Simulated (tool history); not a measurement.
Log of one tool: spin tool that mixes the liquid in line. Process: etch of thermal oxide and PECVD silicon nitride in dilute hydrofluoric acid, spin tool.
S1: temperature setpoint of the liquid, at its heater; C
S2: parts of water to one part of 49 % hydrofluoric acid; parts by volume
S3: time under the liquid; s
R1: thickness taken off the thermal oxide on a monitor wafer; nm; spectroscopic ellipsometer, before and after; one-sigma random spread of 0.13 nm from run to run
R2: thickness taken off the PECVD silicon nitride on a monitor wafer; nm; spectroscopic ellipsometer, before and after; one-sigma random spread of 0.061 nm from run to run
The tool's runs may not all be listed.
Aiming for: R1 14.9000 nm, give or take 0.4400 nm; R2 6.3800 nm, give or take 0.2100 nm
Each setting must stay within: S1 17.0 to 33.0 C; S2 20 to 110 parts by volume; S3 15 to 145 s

run	hour	S1	S2	S3	R1	R2
1	0.0	25.0	60	75	6.3334	2.6672
2	5.4	28.5	60	75	7.2701	3.3214
3	9.5	26.0	60	75	6.5143	2.7894
4	11.6	26.0	50	75	8.0553	3.3808
5	19.1	28.5	50	75	8.7009	3.9526
6	21.0	30.0	50	75	9.4745	4.4155
7	25.0	30.0	45	75	10.6870	4.9615
8	27.5	30.0	40	75	11.9720	5.5170
9	29.6	29.0	30	75	15.4660	6.8562

4 candidate next runs follow, results not yet known. Just one meets every target within its allowed miss. Identify it.
A	31.7	27.0	45	120	?	?
B	31.7	30.0	35	85	?	?
C	31.7	30.0	45	110	?	?
D	31.7	33.0	60	130	?	?

move	R1	R2
A	15.0040	6.3923
B	15.6440	7.0529
C	15.5020	7.1298
D	15.0680	7.6650
A: every result within its allowed miss
B: the biggest miss grows against the last run
C: the biggest miss grows against the last run
D: the biggest miss grows against the last run
A meets every target.

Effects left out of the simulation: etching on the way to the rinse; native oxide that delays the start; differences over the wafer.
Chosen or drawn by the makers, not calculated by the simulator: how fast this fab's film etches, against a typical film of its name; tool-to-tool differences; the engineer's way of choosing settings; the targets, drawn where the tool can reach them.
